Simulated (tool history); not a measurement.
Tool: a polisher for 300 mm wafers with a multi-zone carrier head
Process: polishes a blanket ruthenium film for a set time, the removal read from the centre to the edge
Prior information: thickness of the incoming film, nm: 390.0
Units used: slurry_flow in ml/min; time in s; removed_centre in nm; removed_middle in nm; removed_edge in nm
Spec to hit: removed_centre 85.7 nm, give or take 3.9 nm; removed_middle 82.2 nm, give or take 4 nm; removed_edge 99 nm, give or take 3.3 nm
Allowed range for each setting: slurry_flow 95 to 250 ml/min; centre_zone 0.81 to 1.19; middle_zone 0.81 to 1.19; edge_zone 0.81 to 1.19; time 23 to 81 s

run	hour	slurry_flow	centre_zone	middle_zone	edge_zone	time	removed_centre	removed_middle	removed_edge
1	0	160	1	1	1	52	110.24	106.51	111.11
2	3.1	150	0.96	0.95	0.99	51	99.685	100.38	108.33
3	9.1	140	0.96	0.91	0.99	50	98.995	92.977	104.34
4	12.5	130	0.93	0.88	0.99	49	89.794	88.475	102.2
5	15	125	0.93	0.86	0.99	49	90.337	86.163	100.87
6	19.9	125	1.02	0.86	0.99	49	97.184	85.326	99.838
7	23.2	120	0.99	0.86	1	49	96.381	84.019	102.25
8	28.4	115	0.96	0.85	0.99	49	93.31	83.137	101.02

Which single option among these 5 for the next run brings every result within its allowed miss of target? Just one does.
A	33.6	130	0.96	0.88	0.97	45	?	?	?
B	33.6	120	1.05	0.9	0.95	49	?	?	?
C	33.6	150	0.91	0.85	1.05	46	?	?	?
D	33.6	200	0.95	0.97	0.81	45	?	?	?
E	33.6	130	0.85	0.85	1.03	51	?	?	?

move	removed_centre	removed_middle	removed_edge
A	85.884	79.103	92.95
B	100.24	86.034	98.97
C	86.007	81.064	100.64
D	92.839	92.385	90.937
E	86.076	87.291	108.29
A: brings the result that was furthest off to its target, and leaves another outside
B: its largest miss is bigger than the last run's
C: every result lands within tolerance
D: its largest miss is bigger than the last run's
E: brings the result that was furthest off to its target, and leaves another outside
Move C is the one to make.
